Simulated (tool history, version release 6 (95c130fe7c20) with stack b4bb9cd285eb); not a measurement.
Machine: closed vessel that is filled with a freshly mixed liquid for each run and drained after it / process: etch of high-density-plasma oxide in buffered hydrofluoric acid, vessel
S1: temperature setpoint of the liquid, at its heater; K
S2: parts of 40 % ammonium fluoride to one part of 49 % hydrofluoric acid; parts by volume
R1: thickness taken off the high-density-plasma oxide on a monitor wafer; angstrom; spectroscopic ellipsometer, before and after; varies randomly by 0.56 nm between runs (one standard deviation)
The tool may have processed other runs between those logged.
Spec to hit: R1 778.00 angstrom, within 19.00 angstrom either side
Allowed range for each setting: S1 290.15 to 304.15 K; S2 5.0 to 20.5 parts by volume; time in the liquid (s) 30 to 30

Run 1, hour 0.0: S1 296.15 K, S2 12.5 parts by volume, time in the liquid (s) 30. Result: R1 304.33 angstrom.
Run 2, hour 8.8: S1 296.15 K, S2 12.5 parts by volume, time in the liquid (s) 30. Result: R1 298.54 angstrom.
Run 3, hour 16.6: S1 296.15 K, S2 14.5 parts by volume, time in the liquid (s) 30. Result: R1 258.94 angstrom.
Run 4, hour 21.6: S1 296.15 K, S2 16.5 parts by volume, time in the liquid (s) 30. Result: R1 229.28 angstrom.
Run 5, hour 26.5: S1 298.15 K, S2 13.5 parts by volume, time in the liquid (s) 30. Result: R1 309.35 angstrom.
Run 6, hour 32.4: S1 296.65 K, S2 13.5 parts by volume, time in the liquid (s) 30. Result: R1 290.86 angstrom.
Run 7, hour 35.5: S1 298.65 K, S2 11.0 parts by volume, time in the liquid (s) 30. Result: R1 388.83 angstrom.
Run 8, hour 36.6: S1 300.15 K, S2 9.5 parts by volume, time in the liquid (s) 30. Result: R1 485.17 angstrom.
At hour 44.1: hydrofluoric acid flow meter replaced.
Run 9, hour 44.1: S1 301.15 K, S2 8.5 parts by volume, time in the liquid (s) 30. Result: R1 600.21 angstrom.
Run 10, hour 52.0: S1 302.15 K, S2 8.5 parts by volume, time in the liquid (s) 30. Result: R1 631.73 angstrom.
Run 11, hour 61.2: S1 302.65 K, S2 8.5 parts by volume, time in the liquid (s) 30. Result: R1 649.40 angstrom.
Run 12, hour 68.4: S1 303.15 K, S2 8.0 parts by volume, time in the liquid (s) 30. Result: R1 713.33 angstrom.
Run 13, hour 71.7: S1 303.65 K, S2 8.0 parts by volume, time in the liquid (s) 30. Result: R1 724.15 angstrom.
Run 14, hour 80.4: S1 304.15 K, S2 7.5 parts by volume, time in the liquid (s) 30. Result: R1 810.79 angstrom.

Which of these 4 next moves meets every target?
Run A, hour 89.1: S1 304.15 K, S2 7.0 parts by volume, time in the liquid (s) 30. Result: R1 ?.
Run B, hour 89.1: S1 302.15 K, S2 7.0 parts by volume, time in the liquid (s) 30. Result: R1 ?.
Run C, hour 89.1: S1 303.15 K, S2 7.0 parts by volume, time in the liquid (s) 30. Result: R1 ?.
Run D, hour 89.1: S1 301.65 K, S2 6.5 parts by volume, time in the liquid (s) 30. Result: R1 ?.

move      R1
   A  867.71
   B  781.46
   C  823.59
   D  811.60
A: further off than the last run
B: each result inside its tolerance
C: further off than the last run
D: roughly where the last run was
B meets every target.
